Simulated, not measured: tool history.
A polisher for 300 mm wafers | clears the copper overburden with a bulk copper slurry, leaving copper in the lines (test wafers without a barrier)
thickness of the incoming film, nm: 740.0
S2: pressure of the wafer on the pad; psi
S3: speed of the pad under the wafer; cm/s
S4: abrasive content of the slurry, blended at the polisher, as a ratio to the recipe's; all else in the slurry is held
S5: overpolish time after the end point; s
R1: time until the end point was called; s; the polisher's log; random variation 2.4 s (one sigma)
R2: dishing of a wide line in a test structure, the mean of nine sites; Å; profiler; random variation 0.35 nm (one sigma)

run 1 day=0 | flow_of_slurry_(ml/min)=180 S2=2.8 S3=98 S4=1 S5=26 | R1=81.65 R2=259.12
run 2 day=0.275 | flow_of_slurry_(ml/min)=180 S2=2.8 S3=98 S4=1 S5=37 | R1=81.297 R2=262.24
run 3 day=0.4 | flow_of_slurry_(ml/min)=180 S2=2.3 S3=96 S4=1 S5=27 | R1=101.95 R2=255.95
run 4 day=0.471 | flow_of_slurry_(ml/min)=180 S2=2 S3=96 S4=1 S5=21 | R1=116.48 R2=247.96
run 5 day=0.679 | flow_of_slurry_(ml/min)=180 S2=1.8 S3=98 S4=1 S5=17 | R1=126.02 R2=246.99
run 6 day=0.846 | flow_of_slurry_(ml/min)=185 S2=1.6 S3=98 S4=1.05 S5=14 | R1=139.77 R2=222.65
run 7 day=1.217 | flow_of_slurry_(ml/min)=195 S2=1.5 S3=98 S4=1.15 S5=12 | R1=148.62 R2=213.13
run 8 day=1.575 | flow_of_slurry_(ml/min)=205 S2=1.5 S3=98 S4=1.25 S5=11 | R1=139.13 R2=210

Forecast run 9:
run 9 day=1.854 | flow_of_slurry_(ml/min)=205 S2=1.5 S3=98 S4=1.25 S5=11 | R1=? R2=?

R1: 136.56 s
R2: 210.89 Å
